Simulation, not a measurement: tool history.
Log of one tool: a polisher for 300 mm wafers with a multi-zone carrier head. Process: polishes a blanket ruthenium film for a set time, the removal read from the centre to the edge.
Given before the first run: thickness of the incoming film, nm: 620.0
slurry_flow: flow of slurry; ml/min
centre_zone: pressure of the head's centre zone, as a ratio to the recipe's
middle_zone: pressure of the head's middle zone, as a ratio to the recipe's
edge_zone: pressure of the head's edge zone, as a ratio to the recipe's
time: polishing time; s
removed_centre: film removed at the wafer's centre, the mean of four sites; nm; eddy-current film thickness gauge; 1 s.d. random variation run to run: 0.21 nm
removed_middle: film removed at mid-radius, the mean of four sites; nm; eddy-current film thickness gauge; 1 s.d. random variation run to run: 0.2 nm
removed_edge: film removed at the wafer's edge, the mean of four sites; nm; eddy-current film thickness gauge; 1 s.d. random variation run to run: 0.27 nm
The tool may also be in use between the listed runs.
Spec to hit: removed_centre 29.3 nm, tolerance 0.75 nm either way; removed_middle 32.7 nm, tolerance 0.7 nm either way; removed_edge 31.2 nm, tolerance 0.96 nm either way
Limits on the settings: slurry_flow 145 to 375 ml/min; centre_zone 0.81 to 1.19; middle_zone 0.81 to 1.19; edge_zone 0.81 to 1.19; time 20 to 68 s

Run 1, hour 0: slurry_flow 240 ml/min, centre_zone 1, middle_zone 1, edge_zone 1, time 44 s. Result: removed_centre 47.752 nm, removed_middle 48.937 nm, removed_edge 48.043 nm.
Run 2, hour 6.7: slurry_flow 240 ml/min, centre_zone 1, middle_zone 1, edge_zone 1, time 51 s. Result: removed_centre 54.801 nm, removed_middle 57.517 nm, removed_edge 55.673 nm.
Run 3, hour 12.9: slurry_flow 240 ml/min, centre_zone 1, middle_zone 1, edge_zone 1, time 56 s. Result: removed_centre 60.876 nm, removed_middle 63.2 nm, removed_edge 61.336 nm.
Run 4, hour 21.2: slurry_flow 240 ml/min, centre_zone 1, middle_zone 1, edge_zone 1.05, time 56 s. Result: removed_centre 61.574 nm, removed_middle 63.165 nm, removed_edge 61.745 nm.
Run 5, hour 29.4: slurry_flow 240 ml/min, centre_zone 0.99, middle_zone 1.01, edge_zone 1.03, time 49 s. Result: removed_centre 53.378 nm, removed_middle 55.506 nm, removed_edge 54.317 nm.
Run 6, hour 31.5: slurry_flow 240 ml/min, centre_zone 0.99, middle_zone 1.01, edge_zone 1.03, time 43 s. Result: removed_centre 46.698 nm, removed_middle 49.027 nm, removed_edge 47.503 nm.
Run 7, hour 34: slurry_flow 240 ml/min, centre_zone 0.98, middle_zone 1.01, edge_zone 1, time 39 s. Result: removed_centre 41.897 nm, removed_middle 44.204 nm, removed_edge 43.246 nm.
Run 8, hour 42.9: slurry_flow 240 ml/min, centre_zone 0.97, middle_zone 1.01, edge_zone 0.97, time 36 s. Result: removed_centre 38.711 nm, removed_middle 41.173 nm, removed_edge 39.285 nm.
Run 9, hour 51.5: slurry_flow 235 ml/min, centre_zone 0.95, middle_zone 0.99, edge_zone 0.94, time 35 s. Result: removed_centre 36.631 nm, removed_middle 38.902 nm, removed_edge 37.272 nm.
Run 10, hour 56: slurry_flow 225 ml/min, centre_zone 0.92, middle_zone 0.97, edge_zone 0.91, time 35 s. Result: removed_centre 35.77 nm, removed_middle 38.269 nm, removed_edge 36.502 nm.
Run 11, hour 62.3: slurry_flow 215 ml/min, centre_zone 0.9, middle_zone 0.96, edge_zone 0.89, time 34 s. Result: removed_centre 33.248 nm, removed_middle 36.786 nm, removed_edge 35.029 nm.
Run 12, hour 63.1: slurry_flow 185 ml/min, centre_zone 0.88, middle_zone 0.91, edge_zone 0.81, time 31 s. Result: removed_centre 28.683 nm, removed_middle 31.294 nm, removed_edge 29.912 nm.

Which of these 5 next moves meets every target?
Run A, hour 63.9: slurry_flow 265 ml/min, centre_zone 0.87, middle_zone 1.01, edge_zone 0.81, time 28 s. Result: removed_centre ?, removed_middle ?, removed_edge ?.
Run B, hour 63.9: slurry_flow 210 ml/min, centre_zone 0.9, middle_zone 0.97, edge_zone 0.81, time 30 s. Result: removed_centre ?, removed_middle ?, removed_edge ?.
Run C, hour 63.9: slurry_flow 265 ml/min, centre_zone 0.83, middle_zone 0.91, edge_zone 0.82, time 31 s. Result: removed_centre ?, removed_middle ?, removed_edge ?.
Run D, hour 63.9: slurry_flow 185 ml/min, centre_zone 0.92, middle_zone 1, edge_zone 0.81, time 30 s. Result: removed_centre ?, removed_middle ?, removed_edge ?.
Run E, hour 63.9: slurry_flow 220 ml/min, centre_zone 0.88, middle_zone 0.85, edge_zone 0.81, time 30 s. Result: removed_centre ?, removed_middle ?, removed_edge ?.

move  removed_centre  removed_middle  removed_edge
   A          27.815          32.255        28.477
   B          29.605          32.391        29.836
   C          29.626          32.726        31.739
   D          29.472          32.562        29.381
   E          29.263          29.224        30.035
A: the furthest-off result lands on target, but another misses its tolerance
B: the furthest-off result lands on target, but another misses its tolerance
C: each result inside its tolerance
D: the furthest-off result lands on target, but another misses its tolerance
E: the biggest miss grows against the last run
The move that meets every target is C.

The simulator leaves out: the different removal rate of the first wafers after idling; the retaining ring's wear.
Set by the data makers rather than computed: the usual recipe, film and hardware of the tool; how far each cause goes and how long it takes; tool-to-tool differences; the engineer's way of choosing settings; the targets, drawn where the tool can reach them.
